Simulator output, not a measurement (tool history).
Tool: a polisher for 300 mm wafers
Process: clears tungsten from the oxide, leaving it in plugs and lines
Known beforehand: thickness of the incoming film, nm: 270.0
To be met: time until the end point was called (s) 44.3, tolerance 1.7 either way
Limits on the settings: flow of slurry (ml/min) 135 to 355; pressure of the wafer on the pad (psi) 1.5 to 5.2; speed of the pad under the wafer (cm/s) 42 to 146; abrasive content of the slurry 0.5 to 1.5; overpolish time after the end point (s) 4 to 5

run  hour  flow of slurry (ml/min)  pressure of the wafer on the pad (psi)  speed of the pad under the wafer (cm/s)  abrasive content of the slurry  overpolish time after the end point (s)  time until the end point was called (s)
  1     0                      225                                     3.3                                       94                               1                                        5                                   64.826
  2   7.5                      225                                     3.5                                       94                               1                                        5                                   60.773
  3    10                      225                                     3.6                                       94                               1                                        5                                   59.243
  4  11.2                      225                                     3.7                                       94                               1                                        5                                    59.09
  5    12                      225                                       4                                       94                               1                                        5                                   53.573
  6  13.8                      225                                       4                                       94                             1.1                                        5                                    52.57
  7    19                      225                                     4.1                                       94                             1.1                                        5                                   51.064
  8  20.2                      225                                     4.2                                       94                             1.1                                        5                                   49.237
  9  20.8                      225                                     4.4                                       94                             1.1                                        5                                    48.44

4 next moves are on the table. One of them brings every result within its allowed miss. Which?
  A  21.4                      225                                     4.5                                      104                            0.95                                        4                                        ?
  B  21.4                      235                                     4.4                                       92                             1.1                                        4                                        ?
  C  21.4                      160                                     4.6                                       92                             1.3                                        4                                        ?
  D  21.4                      220                                     4.7                                       84                            1.15                                        5                                        ?

move  time until the end point was called (s)
   A                                   44.007
   B                                   47.994
   C                                   46.688
   D                                   48.594
A: every result within its allowed miss
B: nearer than the last run, and not there yet
C: nearer than the last run, and not there yet
D: about the same distance from the targets as the last run
Move A is the one to make.
